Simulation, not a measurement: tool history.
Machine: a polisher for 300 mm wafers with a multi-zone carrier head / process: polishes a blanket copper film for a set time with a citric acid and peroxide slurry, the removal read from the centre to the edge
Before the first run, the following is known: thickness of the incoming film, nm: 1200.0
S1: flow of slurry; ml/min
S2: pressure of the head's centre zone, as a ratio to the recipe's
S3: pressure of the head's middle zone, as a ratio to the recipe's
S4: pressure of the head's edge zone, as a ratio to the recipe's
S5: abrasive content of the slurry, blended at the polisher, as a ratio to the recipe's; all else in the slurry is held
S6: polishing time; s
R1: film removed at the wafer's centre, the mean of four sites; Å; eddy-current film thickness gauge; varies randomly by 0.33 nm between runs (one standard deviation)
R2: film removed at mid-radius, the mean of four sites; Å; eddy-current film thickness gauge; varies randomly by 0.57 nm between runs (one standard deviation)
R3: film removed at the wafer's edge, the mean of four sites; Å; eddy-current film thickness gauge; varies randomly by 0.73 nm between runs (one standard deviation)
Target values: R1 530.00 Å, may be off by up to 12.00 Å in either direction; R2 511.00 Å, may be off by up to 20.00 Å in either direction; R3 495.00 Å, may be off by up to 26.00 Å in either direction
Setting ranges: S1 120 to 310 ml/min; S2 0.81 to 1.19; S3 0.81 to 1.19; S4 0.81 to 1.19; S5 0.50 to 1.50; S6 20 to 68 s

{"run": 1, "hour": 0.0, "S1": 200, "S2": 1.0, "S3": 1.0, "S4": 1.0, "S5": 1.0, "S6": 44, "R1": 809.69, "R2": 757.97, "R3": 752.46}
{"run": 2, "hour": 4.6, "S1": 200, "S2": 1.0, "S3": 1.0, "S4": 0.95, "S5": 1.0, "S6": 44, "R1": 822.45, "R2": 755.04, "R3": 755.88}
{"run": 3, "hour": 10.5, "S1": 230, "S2": 1.0, "S3": 1.0, "S4": 0.95, "S5": 1.0, "S6": 44, "R1": 833.05, "R2": 756.28, "R3": 745.39}
{"run": 4, "hour": 17.8, "S1": 230, "S2": 1.03, "S3": 1.0, "S4": 0.95, "S5": 1.0, "S6": 44, "R1": 858.28, "R2": 758.13, "R3": 783.48}
{"run": 5, "hour": 22.3, "S1": 225, "S2": 0.99, "S3": 0.97, "S4": 0.95, "S5": 0.9, "S6": 43, "R1": 785.62, "R2": 694.34, "R3": 736.03}
{"run": 6, "hour": 24.4, "S1": 225, "S2": 0.99, "S3": 0.97, "S4": 1.01, "S5": 0.9, "S6": 43, "R1": 789.54, "R2": 704.99, "R3": 756.37}
{"run": 7, "hour": 28.3, "S1": 220, "S2": 0.98, "S3": 0.98, "S4": 0.97, "S5": 0.85, "S6": 41, "R1": 732.46, "R2": 666.86, "R3": 681.83}
{"run": 8, "hour": 31.0, "S1": 215, "S2": 0.96, "S3": 0.97, "S4": 0.94, "S5": 0.8, "S6": 40, "R1": 688.48, "R2": 636.18, "R3": 649.35}
{"run": 9, "hour": 31.5, "S1": 215, "S2": 0.96, "S3": 0.97, "S4": 0.94, "S5": 0.8, "S6": 40, "R1": 679.96, "R2": 638.4, "R3": 643.73}
{"run": 10, "hour": 40.2, "S1": 215, "S2": 0.95, "S3": 0.96, "S4": 0.92, "S5": 0.75, "S6": 39, "R1": 648.55, "R2": 592.19, "R3": 626.37}
{"run": 11, "hour": 42.8, "S1": 195, "S2": 0.96, "S3": 1.06, "S4": 0.82, "S5": 0.5, "S6": 32, "R1": 478.99, "R2": 480.02, "R3": 428.86}
{"run": 12, "hour": 50.2, "S1": 205, "S2": 0.96, "S3": 1.05, "S4": 0.84, "S5": 0.5, "S6": 32, "R1": 475.68, "R2": 470.1, "R3": 433.81}
{"run": 13, "hour": 57.1, "S1": 205, "S2": 0.97, "S3": 1.05, "S4": 0.86, "S5": 0.55, "S6": 32, "R1": 494.2, "R2": 490.19, "R3": 458.07}
{"run": 14, "hour": 58.7, "S1": 215, "S2": 0.98, "S3": 1.05, "S4": 0.87, "S5": 0.55, "S6": 32, "R1": 506.33, "R2": 491.35, "R3": 447.74}
{"run": 15, "hour": 61.3, "S1": 215, "S2": 0.98, "S3": 1.04, "S4": 0.89, "S5": 0.55, "S6": 32, "R1": 504.38, "R2": 480.61, "R3": 469.15}
{"run": 16, "hour": 64.4, "S1": 220, "S2": 0.98, "S3": 1.05, "S4": 0.9, "S5": 0.55, "S6": 32, "R1": 507.67, "R2": 492.72, "R3": 454.65}
{"run": 17, "hour": 67.9, "S1": 205, "S2": 0.96, "S3": 1.02, "S4": 0.91, "S5": 0.8, "S6": 33, "R1": 565.85, "R2": 537.32, "R3": 528.67}
{"run": 18, "hour": 71.2, "S1": 200, "S2": 0.96, "S3": 1.02, "S4": 0.9, "S5": 0.8, "S6": 33, "R1": 558.28, "R2": 537.36, "R3": 530.34}
{"run": 19, "hour": 77.2, "S1": 195, "S2": 0.96, "S3": 1.02, "S4": 0.89, "S5": 0.8, "S6": 33, "R1": 554.7, "R2": 535.26, "R3": 503.04}
{"run": 20, "hour": 79.7, "S1": 190, "S2": 0.95, "S3": 1.01, "S4": 0.89, "S5": 0.8, "S6": 33, "R1": 548.58, "R2": 536.93, "R3": 515.37}
{"run": 21, "hour": 83.8, "S1": 185, "S2": 0.95, "S3": 1.0, "S4": 0.88, "S5": 0.8, "S6": 33, "R1": 542.47, "R2": 521.51, "R3": 514.54}
{"run": 22, "hour": 87.3, "S1": 180, "S2": 0.95, "S3": 1.0, "S4": 0.87, "S5": 0.8, "S6": 33, "R1": 543.74, "R2": 517.76, "R3": 511.61}

Consider the 4 candidate settings below. Which is the only one whose results all fall within their allowed miss of target?
{"run": "A", "hour": 90.8, "S1": 200, "S2": 0.98, "S3": 1.04, "S4": 0.93, "S5": 0.9, "S6": 30, "R1": "?", "R2": "?", "R3": "?"}
{"run": "B", "hour": 90.8, "S1": 145, "S2": 1.07, "S3": 1.16, "S4": 0.84, "S5": 0.85, "S6": 29, "R1": "?", "R2": "?", "R3": "?"}
{"run": "C", "hour": 90.8, "S1": 160, "S2": 0.89, "S3": 0.93, "S4": 0.91, "S5": 0.9, "S6": 34, "R1": "?", "R2": "?", "R3": "?"}
{"run": "D", "hour": 90.8, "S1": 190, "S2": 1.11, "S3": 1.03, "S4": 0.84, "S5": 0.7, "S6": 30, "R1": "?", "R2": "?", "R3": "?"}

move=A R1=536.37 R2=507.46 R3=489.17
move=B R1=532.74 R2=508.73 R3=433.29
move=C R1=534.32 R2=509.11 R3=539.03
move=D R1=565.39 R2=468.38 R3=438.20
A: hits every target within its allowed miss
B: gets the furthest-off result to its target, but another result is out of tolerance
C: gets the furthest-off result to its target, but another result is out of tolerance
D: the biggest miss grows against the last run
Correct choice: A, which meets every target
